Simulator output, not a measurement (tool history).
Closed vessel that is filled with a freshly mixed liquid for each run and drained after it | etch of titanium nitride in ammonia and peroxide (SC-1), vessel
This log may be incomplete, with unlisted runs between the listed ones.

run,hour,temperature setpoint of the liquid (K),parts of water to one part of 30 % peroxide (parts by volume),parts of 29 % ammonia solution to one part of 30 % peroxide (parts by volume),time in the liquid (s),thickness taken off the titanium nitride on a monitor wafer (nm)
1,0,322.15,9.5,0.45,130,9.5781
2,3.3,322.15,9.5,0.45,130,9.5909
3,10,322.15,7,0.45,130,11.183
4,15.5,318.65,8,0.45,130,8.1608
5,22.1,318.65,11,0.45,130,6.9225
6,26.8,318.65,11,0.5,130,7.0426
7,29.5,316.65,11,0.5,130,6.0863

What will run 8 give?
8,33.8,315.15,11,0.5,130,?

Run 8 measured thickness taken off the titanium nitride on a monitor wafer (nm) 5.4821.
